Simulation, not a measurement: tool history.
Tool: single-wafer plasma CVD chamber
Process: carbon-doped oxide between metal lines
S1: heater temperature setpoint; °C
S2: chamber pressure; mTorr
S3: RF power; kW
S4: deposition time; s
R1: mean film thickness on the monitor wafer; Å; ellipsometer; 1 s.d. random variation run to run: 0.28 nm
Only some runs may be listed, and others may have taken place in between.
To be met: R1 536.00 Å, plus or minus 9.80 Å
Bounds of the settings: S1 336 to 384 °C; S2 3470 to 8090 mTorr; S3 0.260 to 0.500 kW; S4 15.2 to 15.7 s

{"run": 1, "hour": 0.0, "S1": 360, "S2": 5780, "S3": 0.38, "S4": 15.2, "R1": 648.63}
{"run": 2, "hour": 2.2, "S1": 360, "S2": 5780, "S3": 0.43, "S4": 15.2, "R1": 711.84}
{"run": 3, "hour": 9.1, "S1": 360, "S2": 6170, "S3": 0.43, "S4": 15.2, "R1": 717.6}
{"run": 4, "hour": 11.3, "S1": 360, "S2": 6170, "S3": 0.385, "S4": 15.2, "R1": 661.13}
{"run": 5, "hour": 16.8, "S1": 362, "S2": 5840, "S3": 0.37, "S4": 15.2, "R1": 634.88}
{"run": 6, "hour": 22.4, "S1": 364, "S2": 5580, "S3": 0.355, "S4": 15.2, "R1": 614.71}
{"run": 7, "hour": 25.9, "S1": 365, "S2": 5440, "S3": 0.34, "S4": 15.2, "R1": 587.02}
{"run": 8, "hour": 26.9, "S1": 367, "S2": 5210, "S3": 0.335, "S4": 15.2, "R1": 576.92}
{"run": 9, "hour": 29.7, "S1": 368, "S2": 5020, "S3": 0.33, "S4": 15.2, "R1": 562.49}
{"run": 10, "hour": 31.5, "S1": 370, "S2": 4920, "S3": 0.33, "S4": 15.2, "R1": 555.47}

Of the 4 settings listed for the next run, only one would bring every result within its allowed miss of target. Which one?
{"run": "A", "hour": 33.3, "S1": 378, "S2": 5250, "S3": 0.36, "S4": 15.5, "R1": "?"}
{"run": "B", "hour": 33.3, "S1": 375, "S2": 4330, "S3": 0.345, "S4": 15.2, "R1": "?"}
{"run": "C", "hour": 33.3, "S1": 371, "S2": 4870, "S3": 0.305, "S4": 15.6, "R1": "?"}
{"run": "D", "hour": 33.3, "S1": 370, "S2": 5840, "S3": 0.315, "S4": 15.7, "R1": "?"}

move=A R1=602.34
move=B R1=566.51
move=C R1=539.34
move=D R1=566.21
A: its largest miss is bigger than the last run's
B: its largest miss is bigger than the last run's
C: in spec on every target
D: its largest miss is bigger than the last run's
So the answer is move C, the one that meets all the targets.

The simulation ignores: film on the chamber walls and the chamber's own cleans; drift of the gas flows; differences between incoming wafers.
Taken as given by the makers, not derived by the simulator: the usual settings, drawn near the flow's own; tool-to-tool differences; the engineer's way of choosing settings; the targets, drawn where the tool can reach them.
